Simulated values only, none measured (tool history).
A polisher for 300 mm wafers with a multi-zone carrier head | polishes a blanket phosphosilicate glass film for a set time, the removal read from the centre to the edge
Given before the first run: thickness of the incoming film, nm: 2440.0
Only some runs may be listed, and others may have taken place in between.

run,hour,flow of slurry (ml/min),pressure of the head's centre zone,pressure of the head's middle zone,pressure of the head's edge zone,abrasive content of the slurry,polishing time (s),film removed at the wafer's centre (nm),film removed at mid-radius (nm),film removed at the wafer's edge (nm)
1,0,165,1,1,1,1,67,706.73,714.54,693.08
2,2.9,165,1,1,1.03,1,67,711.62,707.96,686.67
3,11.7,170,1.02,1.03,1.02,0.85,65,657.61,668.71,640.65
4,13.2,170,1.02,1.03,1.02,0.7,65,608.8,614.25,593.8
5,13.7,165,1.03,1.05,0.97,0.65,65,591.3,616.63,551.29
6,18.4,140,1.03,1.05,0.97,0.65,65,576.66,576.61,542.41

What does the tool deliver on the next run?
7,22.7,140,1.03,1.06,0.94,0.65,65,?,?,?

{"run 7": {"film removed at the wafer's centre (nm)": 569.94, "film removed at mid-radius (nm)": 593.34, "film removed at the wafer's edge (nm)": 535.93}}
